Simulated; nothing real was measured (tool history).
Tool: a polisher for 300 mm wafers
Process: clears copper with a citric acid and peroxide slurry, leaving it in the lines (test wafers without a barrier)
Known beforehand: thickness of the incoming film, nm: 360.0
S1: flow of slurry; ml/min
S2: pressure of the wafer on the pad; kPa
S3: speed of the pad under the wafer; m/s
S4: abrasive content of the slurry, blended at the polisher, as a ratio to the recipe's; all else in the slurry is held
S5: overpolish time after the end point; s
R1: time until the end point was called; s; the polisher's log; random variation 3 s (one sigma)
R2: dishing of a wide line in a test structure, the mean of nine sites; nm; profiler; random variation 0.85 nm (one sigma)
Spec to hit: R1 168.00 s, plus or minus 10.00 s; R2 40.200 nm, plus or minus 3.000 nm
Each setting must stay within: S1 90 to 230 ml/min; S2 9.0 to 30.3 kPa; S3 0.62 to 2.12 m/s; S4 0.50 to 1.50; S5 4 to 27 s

{"run": 1, "day": 0.0, "S1": 150, "S2": 19.3, "S3": 1.36, "S4": 1.0, "S5": 14, "R1": 163.88, "R2": 24.988}
{"run": 2, "day": 0.1, "S1": 150, "S2": 19.3, "S3": 1.36, "S4": 1.0, "S5": 16, "R1": 164.9, "R2": 27.647}
{"run": 3, "day": 0.358, "S1": 150, "S2": 19.3, "S3": 1.36, "S4": 1.0, "S5": 13, "R1": 164.24, "R2": 23.028}
{"run": 4, "day": 0.625, "S1": 150, "S2": 19.3, "S3": 1.36, "S4": 1.1, "S5": 13, "R1": 159.87, "R2": 24.801}
{"run": 5, "day": 0.775, "S1": 150, "S2": 22.1, "S3": 1.36, "S4": 1.1, "S5": 13, "R1": 149.28, "R2": 26.961}
{"run": 6, "day": 1.05, "S1": 150, "S2": 21.4, "S3": 1.34, "S4": 1.15, "S5": 15, "R1": 147.95, "R2": 30.027}
{"run": 7, "day": 1.162, "S1": 150, "S2": 20.0, "S3": 1.32, "S4": 1.2, "S5": 17, "R1": 159.8, "R2": 30.595}
{"run": 8, "day": 1.396, "S1": 150, "S2": 20.0, "S3": 1.3, "S4": 1.2, "S5": 19, "R1": 160.02, "R2": 33.703}
{"run": 9, "day": 1.775, "S1": 150, "S2": 20.0, "S3": 1.3, "S4": 1.2, "S5": 20, "R1": 159.83, "R2": 36.523}

Exercise: of the 5 proposed moves below, exactly one satisfies all targets within the stated allowed misses. Which move is it?
{"run": "A", "day": 2.154, "S1": 140, "S2": 20.7, "S3": 1.22, "S4": 1.2, "S5": 23, "R1": "?", "R2": "?"}
{"run": "B", "day": 2.154, "S1": 170, "S2": 19.3, "S3": 1.46, "S4": 1.35, "S5": 20, "R1": "?", "R2": "?"}
{"run": "C", "day": 2.154, "S1": 145, "S2": 21.4, "S3": 1.42, "S4": 1.15, "S5": 20, "R1": "?", "R2": "?"}
{"run": "D", "day": 2.154, "S1": 170, "S2": 25.5, "S3": 1.24, "S4": 1.05, "S5": 20, "R1": "?", "R2": "?"}
{"run": "E", "day": 2.154, "S1": 120, "S2": 18.6, "S3": 1.34, "S4": 1.4, "S5": 19, "R1": "?", "R2": "?"}

move=A R1=169.34 R2=38.109
move=B R1=139.92 R2=39.738
move=C R1=143.26 R2=39.085
move=D R1=141.95 R2=39.678
move=E R1=165.82 R2=32.612
A: every result lands within tolerance
B: the worst result of the last run now meets its target, but another is out of spec
C: the worst result of the last run now meets its target, but another is out of spec
D: the worst result of the last run now meets its target, but another is out of spec
E: misses by more than the last run did
So the answer is move A, the one that meets all the targets.

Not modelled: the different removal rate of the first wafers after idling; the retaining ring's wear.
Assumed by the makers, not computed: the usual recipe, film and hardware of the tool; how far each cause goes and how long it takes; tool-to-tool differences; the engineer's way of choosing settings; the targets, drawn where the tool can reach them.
